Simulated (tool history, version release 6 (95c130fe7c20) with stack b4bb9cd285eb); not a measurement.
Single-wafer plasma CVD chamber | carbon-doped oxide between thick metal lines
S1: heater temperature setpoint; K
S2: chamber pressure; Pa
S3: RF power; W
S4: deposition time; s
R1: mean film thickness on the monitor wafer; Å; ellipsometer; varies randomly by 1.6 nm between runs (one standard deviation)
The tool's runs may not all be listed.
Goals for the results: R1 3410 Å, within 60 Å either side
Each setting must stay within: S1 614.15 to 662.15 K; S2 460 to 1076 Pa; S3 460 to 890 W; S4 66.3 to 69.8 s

run  hour      S1   S2   S3    S4      R1
  1     0  638.15  768  675  69.8  4293.6
  2   7.3  638.15  717  675  69.8  4245.4
  3  10.4  638.15  717  725  69.8  4495.5
  4  13.7  639.15  697  700  69.6    4301
  5  17.1  640.15  669  685  69.5  4176.9
  6  24.9  642.15  644  675  69.4  4076.6
  7    28  643.15  621  665  69.3  3959.1
  8    29  654.15  468  575  68.7    3213
  9  35.7  653.15  473  575  68.7  3205.2
 10  38.1  652.15  479  575  68.7  3217.5
 11  42.9  651.15  485  575  68.7  3176.8
 12  44.8  651.15  501  575  68.7  3225.7
 13  46.5  650.15  513  575  68.7  3239.3
 14  50.7  650.15  527  575  68.7  3246.1
 15  58.9  643.15  645  600  68.8    3607
 16  64.4  644.15  637  600  68.8    3614
 17  68.8  647.15  523  550  68.6  3099.6
 18    72  635.15  584  550  68.6  3272.3
 19  72.7  635.15  593  550  68.6    3279
 20    74  635.15  603  550  68.6  3307.6
 21  78.8  631.15  679  565  68.6  3493.3
 22  86.7  631.15  673  565  68.6  3494.7
 23  95.6  631.15  668  565  68.6  3503.1
 24  96.4  635.15  605  550  68.5  3291.5

Next run, 5 choices. One meets every target within its allowed miss, the rest don't. Which?
  A  97.2  629.15  631  570  69.8   ?
  B  97.2  630.15  573  525  69.2   ?
  C  97.2  638.15  519  615  66.3   ?
  D  97.2  628.15  559  585  69.3   ?
  E  97.2  635.15  579  585  69.5   ?

move      R1
   A  3552.1
   B  3147.4
   C  3421.1
   D  3531.4
   E  3516.4
A: takes the result that was furthest off past its target
B: its largest miss is bigger than the last run's
C: all results land within tolerance of their targets
D: takes the result that was furthest off past its target
E: takes the result that was furthest off past its target
The right move is C.

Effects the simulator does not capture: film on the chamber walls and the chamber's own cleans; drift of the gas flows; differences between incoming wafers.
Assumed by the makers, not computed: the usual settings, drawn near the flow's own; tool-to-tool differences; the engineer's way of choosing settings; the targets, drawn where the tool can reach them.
